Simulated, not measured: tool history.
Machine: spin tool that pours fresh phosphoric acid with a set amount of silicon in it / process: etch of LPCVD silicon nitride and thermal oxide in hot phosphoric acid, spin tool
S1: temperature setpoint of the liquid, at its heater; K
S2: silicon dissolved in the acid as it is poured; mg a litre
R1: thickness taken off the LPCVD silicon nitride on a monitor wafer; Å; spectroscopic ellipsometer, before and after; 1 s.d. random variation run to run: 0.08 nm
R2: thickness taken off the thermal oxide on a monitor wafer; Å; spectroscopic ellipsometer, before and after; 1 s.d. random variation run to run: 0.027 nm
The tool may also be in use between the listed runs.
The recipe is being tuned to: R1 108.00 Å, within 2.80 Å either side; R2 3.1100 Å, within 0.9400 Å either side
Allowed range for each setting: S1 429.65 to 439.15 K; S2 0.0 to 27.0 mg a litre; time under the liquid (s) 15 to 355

run 1 hour=0.0 | S1=434.15 S2=12.0 time_under_the_liquid_(s)=180 | R1=167.05 R2=4.7745
run 2 hour=2.4 | S1=433.65 S2=11.5 time_under_the_liquid_(s)=175 | R1=164.84 R2=4.9840
run 3 hour=10.4 | S1=433.65 S2=12.0 time_under_the_liquid_(s)=165 | R1=151.34 R2=5.0444
run 4 hour=12.6 | S1=433.65 S2=12.0 time_under_the_liquid_(s)=135 | R1=122.57 R2=3.6668
run 5 hour=18.9 | S1=433.15 S2=12.5 time_under_the_liquid_(s)=135 | R1=123.38 R2=3.4364
run 6 hour=24.3 | S1=434.65 S2=12.5 time_under_the_liquid_(s)=135 | R1=129.68 R2=3.8758
-- hour=28.6 thermometer replaced
run 7 hour=28.6 | S1=434.15 S2=12.5 time_under_the_liquid_(s)=135 | R1=120.21 R2=3.3139
run 8 hour=32.6 | S1=434.15 S2=11.5 time_under_the_liquid_(s)=125 | R1=110.95 R2=3.3631

Below are 4 possible settings for the next run. Only one of them brings all results inside the allowed miss of their targets. Which is it?
run A hour=36.6 | S1=433.15 S2=8.5 time_under_the_liquid_(s)=125 | R1=? R2=?
run B hour=36.6 | S1=433.15 S2=7.0 time_under_the_liquid_(s)=120 | R1=? R2=?
run C hour=36.6 | S1=434.15 S2=13.5 time_under_the_liquid_(s)=130 | R1=? R2=?
run D hour=36.6 | S1=432.65 S2=10.0 time_under_the_liquid_(s)=135 | R1=? R2=?

move=A R1=106.69 R2=2.7279
move=B R1=102.43 R2=2.7033
move=C R1=114.74 R2=2.7262
move=D R1=113.31 R2=2.7473
A: hits every target within its allowed miss
B: pushes the last run's worst result past its target
C: lands further from the targets than the last run did
D: lands further from the targets than the last run did
So the answer is move A, the one that meets all the targets.

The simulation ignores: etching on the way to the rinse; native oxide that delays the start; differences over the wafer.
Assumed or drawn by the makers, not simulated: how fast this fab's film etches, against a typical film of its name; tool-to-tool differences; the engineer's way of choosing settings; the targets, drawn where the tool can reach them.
